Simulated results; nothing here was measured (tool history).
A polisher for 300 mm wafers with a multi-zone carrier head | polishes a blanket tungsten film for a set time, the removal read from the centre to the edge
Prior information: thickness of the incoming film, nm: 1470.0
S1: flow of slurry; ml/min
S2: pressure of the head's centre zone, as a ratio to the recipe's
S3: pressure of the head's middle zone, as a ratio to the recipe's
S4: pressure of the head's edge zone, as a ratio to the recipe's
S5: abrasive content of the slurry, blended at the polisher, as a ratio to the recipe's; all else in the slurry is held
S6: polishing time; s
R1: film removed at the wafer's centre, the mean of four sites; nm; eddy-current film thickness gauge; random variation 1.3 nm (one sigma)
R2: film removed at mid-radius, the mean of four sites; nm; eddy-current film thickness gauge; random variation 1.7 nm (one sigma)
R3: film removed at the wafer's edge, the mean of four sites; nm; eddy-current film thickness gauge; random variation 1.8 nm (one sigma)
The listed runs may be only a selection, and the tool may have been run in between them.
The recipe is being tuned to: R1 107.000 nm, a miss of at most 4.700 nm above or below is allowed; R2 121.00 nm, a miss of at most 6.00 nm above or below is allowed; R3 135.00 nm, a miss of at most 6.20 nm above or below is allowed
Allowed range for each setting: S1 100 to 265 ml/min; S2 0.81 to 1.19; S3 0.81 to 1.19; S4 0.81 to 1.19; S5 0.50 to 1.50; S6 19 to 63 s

| run | hour | S1 | S2 | S3 | S4 | S5 | S6 | R1 | R2 | R3 |
|---|---|---|---|---|---|---|---|---|---|---|
| 1 | 0.0 | 170 | 1.00 | 1.00 | 1.00 | 1.00 | 41 | 104.140 | 109.15 | 108.60 |
| 2 | 8.7 | 175 | 0.98 | 0.99 | 1.04 | 1.05 | 41 | 109.160 | 112.56 | 114.17 |
| 3 | 11.8 | 170 | 0.94 | 0.98 | 1.07 | 1.05 | 41 | 101.130 | 111.21 | 114.23 |
| 4 | 15.5 | 170 | 0.92 | 0.97 | 1.09 | 1.10 | 41 | 100.960 | 110.32 | 120.38 |
| 5 | 18.3 | 170 | 0.92 | 0.97 | 1.09 | 0.90 | 41 | 93.606 | 105.56 | 111.37 |
| 6 | 25.2 | 170 | 0.92 | 0.93 | 1.09 | 0.90 | 41 | 94.721 | 100.95 | 112.51 |
| 7 | 29.7 | 175 | 0.91 | 0.94 | 1.11 | 0.95 | 41 | 96.519 | 103.86 | 115.52 |
| 8 | 34.8 | 180 | 0.90 | 0.95 | 1.12 | 1.00 | 41 | 95.526 | 108.60 | 117.39 |
| 9 | 36.1 | 185 | 0.90 | 0.95 | 1.13 | 1.05 | 41 | 98.211 | 110.18 | 121.88 |
| 10 | 37.2 | 190 | 0.90 | 0.95 | 1.14 | 1.05 | 41 | 99.128 | 109.32 | 119.56 |
| 11 | 45.3 | 190 | 0.89 | 0.95 | 1.14 | 1.10 | 41 | 100.160 | 108.89 | 121.09 |
| 12 | 45.9 | 185 | 0.88 | 0.96 | 1.14 | 1.15 | 41 | 98.462 | 113.18 | 122.62 |
| 13 | 51.1 | 185 | 0.88 | 0.96 | 1.15 | 1.20 | 41 | 102.160 | 111.07 | 130.56 |
| 14 | 56.0 | 190 | 0.88 | 0.97 | 1.15 | 1.20 | 41 | 99.969 | 114.63 | 126.52 |
| 15 | 57.9 | 190 | 0.88 | 0.97 | 1.15 | 1.25 | 41 | 102.900 | 117.08 | 129.24 |

Pick the move, out of 4, that brings all results within their allowed miss; only one does.
| A | 59.8 | 160 | 0.90 | 0.86 | 1.15 | 1.30 | 42 | ? | ? | ? |
| B | 59.8 | 215 | 0.88 | 1.00 | 1.16 | 1.15 | 39 | ? | ? | ? |
| C | 59.8 | 160 | 0.91 | 0.98 | 1.19 | 1.40 | 42 | ? | ? | ? |
| D | 59.8 | 170 | 0.89 | 1.05 | 1.11 | 1.15 | 39 | ? | ? | ? |

| move | R1 | R2 | R3 |
|---|---|---|---|
| A | 103.700 | 110.77 | 130.94 |
| B | 95.264 | 115.67 | 121.15 |
| C | 107.470 | 124.90 | 136.31 |
| D | 92.657 | 115.85 | 115.32 |
A: corrects the largest miss of the last run, while another result sits out of spec
B: misses by more than the last run did
C: all results in spec
D: misses by more than the last run did
The move that meets every target is C.
